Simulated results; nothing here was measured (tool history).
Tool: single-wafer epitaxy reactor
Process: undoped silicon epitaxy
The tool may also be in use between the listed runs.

run	day	wafer temperature setpoint (pyrometer-controlled) (°C)	deposition time (s)	mean film thickness on the monitor wafer (Å)
1	0	670	251	691.43
2	0.342	670	285	789.28
3	0.375	670	251	686.88
4	0.675	668	251	658.83
5	0.708	666	251	641.62
6	0.921	664	251	612.16
7	1.1	664	251	607.76
8	1.421	663	251	600.15

Run 9 is up next; what results do you expect?
9	1.708	662	251	?

{"run 9": {"mean film thickness on the monitor wafer (Å)": 586.86}}
